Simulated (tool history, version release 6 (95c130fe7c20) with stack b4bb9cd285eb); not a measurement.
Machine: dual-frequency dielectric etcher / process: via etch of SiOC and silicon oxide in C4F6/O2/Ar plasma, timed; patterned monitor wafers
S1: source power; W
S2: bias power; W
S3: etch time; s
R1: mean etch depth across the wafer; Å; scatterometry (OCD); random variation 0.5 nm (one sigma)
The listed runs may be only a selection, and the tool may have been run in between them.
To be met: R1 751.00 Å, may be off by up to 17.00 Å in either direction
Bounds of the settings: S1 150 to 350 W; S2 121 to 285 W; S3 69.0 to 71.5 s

run,hour,S1,S2,S3,R1
1,0.0,250,203,69.0,692.77
2,6.3,260,206,69.0,706.31
3,9.0,230,206,69.0,674.45
4,15.3,250,210,69.0,701.27
# hour 23.4: wet clean of the chamber
5,23.4,230,210,69.0,651.90
6,32.4,230,223,69.0,661.75
7,39.6,250,223,69.0,689.58
8,40.8,260,222,69.0,683.91
9,43.5,300,260,70.0,773.27
10,47.5,300,259,70.0,769.29
11,51.4,300,258,70.0,763.87

Which of these 5 next moves meets every target?
A,55.3,300,278,69.5,?
B,55.3,300,275,69.0,?
C,55.3,290,268,70.5,?
D,55.3,310,247,69.0,?
E,55.3,330,254,71.0,?

move,R1
A,787.71
B,779.17
C,780.83
D,759.60
E,804.85
A: its largest miss is bigger than the last run's
B: its largest miss is bigger than the last run's
C: its largest miss is bigger than the last run's
D: each result inside its tolerance
E: its largest miss is bigger than the last run's
Go with D: it meets all targets.
